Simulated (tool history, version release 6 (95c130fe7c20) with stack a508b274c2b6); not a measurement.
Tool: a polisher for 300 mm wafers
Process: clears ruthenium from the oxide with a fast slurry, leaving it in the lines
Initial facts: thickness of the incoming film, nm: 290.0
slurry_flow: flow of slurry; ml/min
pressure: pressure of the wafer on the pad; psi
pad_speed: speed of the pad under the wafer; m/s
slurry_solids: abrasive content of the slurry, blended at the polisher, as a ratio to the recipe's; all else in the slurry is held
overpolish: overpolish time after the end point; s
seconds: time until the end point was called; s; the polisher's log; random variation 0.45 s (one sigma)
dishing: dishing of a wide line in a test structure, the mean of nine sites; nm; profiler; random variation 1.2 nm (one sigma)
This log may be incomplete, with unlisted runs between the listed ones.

run  hour  slurry_flow  pressure  pad_speed  slurry_solids  overpolish  seconds  dishing
  1     0          170       2.9       0.86              1          18   95.416   46.023
  2   4.1          170       2.9       0.96              1          18   85.713   50.236
  3   8.8          180       3.3       0.96              1          16   74.114   51.494
  4  14.6          180       3.3       0.96           1.15          16   70.076   58.065
  5  15.8          180       3.3       0.96            1.3          16   66.086   59.796
  6  21.6          185       3.5       0.96            1.3          14   61.772   53.119

Estimate the outcome of run 7 from the log above:
  7  28.8          190       3.6       0.96            1.3          14        ?        ?

seconds: 59.776 s
dishing: 57.937 nm
